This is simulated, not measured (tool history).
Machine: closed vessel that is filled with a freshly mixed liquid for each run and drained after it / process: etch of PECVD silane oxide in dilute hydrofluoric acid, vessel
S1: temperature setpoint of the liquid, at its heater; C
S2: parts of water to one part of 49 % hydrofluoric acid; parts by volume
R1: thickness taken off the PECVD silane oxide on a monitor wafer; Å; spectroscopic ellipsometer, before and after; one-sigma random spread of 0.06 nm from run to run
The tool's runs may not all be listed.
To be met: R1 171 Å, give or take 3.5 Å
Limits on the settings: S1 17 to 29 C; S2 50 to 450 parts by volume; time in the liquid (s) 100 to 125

{"run": 1, "hour": 0.0, "S1": 21, "S2": 250, "time in the liquid (s)": 125, "R1": 189.82}
{"run": 2, "hour": 9.4, "S1": 21, "S2": 320, "time in the liquid (s)": 125, "R1": 138.26}
{"run": 3, "hour": 15.7, "S1": 21, "S2": 320, "time in the liquid (s)": 100, "R1": 110.9}
{"run": 4, "hour": 18.3, "S1": 23.5, "S2": 310, "time in the liquid (s)": 100, "R1": 126.64}
{"run": 5, "hour": 20.3, "S1": 25, "S2": 295, "time in the liquid (s)": 100, "R1": 142.66}
{"run": 6, "hour": 24.5, "S1": 25, "S2": 295, "time in the liquid (s)": 100, "R1": 140.86}
{"run": 7, "hour": 28.0, "S1": 26, "S2": 285, "time in the liquid (s)": 100, "R1": 153.23}
{"run": 8, "hour": 33.2, "S1": 27, "S2": 280, "time in the liquid (s)": 100, "R1": 161.79}

Below are 5 possible settings for the next run. Only one of them brings all results inside the allowed miss of their targets. Which is it?
{"run": "A", "hour": 38.4, "S1": 26.5, "S2": 315, "time in the liquid (s)": 120, "R1": "?"}
{"run": "B", "hour": 38.4, "S1": 27.5, "S2": 315, "time in the liquid (s)": 115, "R1": "?"}
{"run": "C", "hour": 38.4, "S1": 25.5, "S2": 290, "time in the liquid (s)": 110, "R1": "?"}
{"run": "D", "hour": 38.4, "S1": 26, "S2": 270, "time in the liquid (s)": 105, "R1": "?"}
{"run": "E", "hour": 38.4, "S1": 25.5, "S2": 270, "time in the liquid (s)": 100, "R1": "?"}

move=A R1=163.31
move=B R1=161.77
move=C R1=161.22
move=D R1=171.66
move=E R1=160.68
A: nearer than the last run, and not there yet
B: no better and no worse than the last run
C: its largest miss is bigger than the last run's
D: all results in spec
E: its largest miss is bigger than the last run's
Move D is the one to make.
